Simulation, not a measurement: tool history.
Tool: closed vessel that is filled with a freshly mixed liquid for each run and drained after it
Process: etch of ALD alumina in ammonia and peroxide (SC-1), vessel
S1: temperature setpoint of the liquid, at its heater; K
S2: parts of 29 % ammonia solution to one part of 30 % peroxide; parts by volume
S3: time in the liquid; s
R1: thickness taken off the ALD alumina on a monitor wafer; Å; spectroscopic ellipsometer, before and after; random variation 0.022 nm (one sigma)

| run | hour | S1 | S2 | S3 | R1 |
|---|---|---|---|---|---|
| 1 | 0 | 322.15 | 0.45 | 35 | 26.526 |
| 2 | 6.8 | 322.15 | 0.45 | 30 | 22.859 |
| 3 | 13.7 | 325.15 | 0.45 | 30 | 26.627 |
| 4 | 22.7 | 325.15 | 0.4 | 30 | 26.246 |
| 5 | 29.6 | 328.15 | 0.4 | 30 | 31.21 |
| 6 | 31.8 | 323.15 | 0.4 | 30 | 23.894 |

Forecast run 7:
| 7 | 40.3 | 331.15 | 0.4 | 30 | ? |

R1: 35.755 Å

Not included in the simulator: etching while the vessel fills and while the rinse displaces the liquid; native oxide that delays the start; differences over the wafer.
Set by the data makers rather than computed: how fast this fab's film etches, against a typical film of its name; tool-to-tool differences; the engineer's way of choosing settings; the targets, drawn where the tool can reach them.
